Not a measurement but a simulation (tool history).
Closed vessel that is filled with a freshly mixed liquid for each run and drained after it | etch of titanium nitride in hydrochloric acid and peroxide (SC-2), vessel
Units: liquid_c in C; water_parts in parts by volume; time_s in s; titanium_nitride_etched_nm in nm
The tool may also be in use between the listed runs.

{"run": 1, "hour": 0.0, "liquid_c": 47, "water_parts": 7.5, "time_s": 235, "titanium_nitride_etched_nm": 7.5534}
{"run": 2, "hour": 8.4, "liquid_c": 54, "water_parts": 7.5, "time_s": 235, "titanium_nitride_etched_nm": 11.858}
{"run": 3, "hour": 17.4, "liquid_c": 50.5, "water_parts": 7.5, "time_s": 235, "titanium_nitride_etched_nm": 9.6401}
{"run": 4, "hour": 26.2, "liquid_c": 50.5, "water_parts": 7.5, "time_s": 235, "titanium_nitride_etched_nm": 9.4233}
{"run": 5, "hour": 29.4, "liquid_c": 50.5, "water_parts": 7.5, "time_s": 250, "titanium_nitride_etched_nm": 10.221}
{"run": 6, "hour": 31.1, "liquid_c": 47.5, "water_parts": 7.5, "time_s": 250, "titanium_nitride_etched_nm": 8.2425}
{"run": 7, "hour": 39.5, "liquid_c": 46, "water_parts": 7.5, "time_s": 250, "titanium_nitride_etched_nm": 7.4794}
{"run": 8, "hour": 40.3, "liquid_c": 46, "water_parts": 7.5, "time_s": 250, "titanium_nitride_etched_nm": 7.4545}
{"run": 9, "hour": 46.2, "liquid_c": 45, "water_parts": 7.5, "time_s": 250, "titanium_nitride_etched_nm": 7.0013}
{"run": 10, "hour": 48.9, "liquid_c": 44, "water_parts": 7.5, "time_s": 250, "titanium_nitride_etched_nm": 6.5717}
{"run": 11, "hour": 56.0, "liquid_c": 44, "water_parts": 7.5, "time_s": 250, "titanium_nitride_etched_nm": 6.5225}
{"run": 12, "hour": 64.1, "liquid_c": 43.5, "water_parts": 7.5, "time_s": 250, "titanium_nitride_etched_nm": 6.273}
{"run": 13, "hour": 71.1, "liquid_c": 43.5, "water_parts": 7.5, "time_s": 250, "titanium_nitride_etched_nm": 6.3182}

Run 14 comes next. What will it give?
{"run": 14, "hour": 72.7, "liquid_c": 43, "water_parts": 7.5, "time_s": 250, "titanium_nitride_etched_nm": "?"}

{"run 14": {"titanium_nitride_etched_nm": 6.0672}}
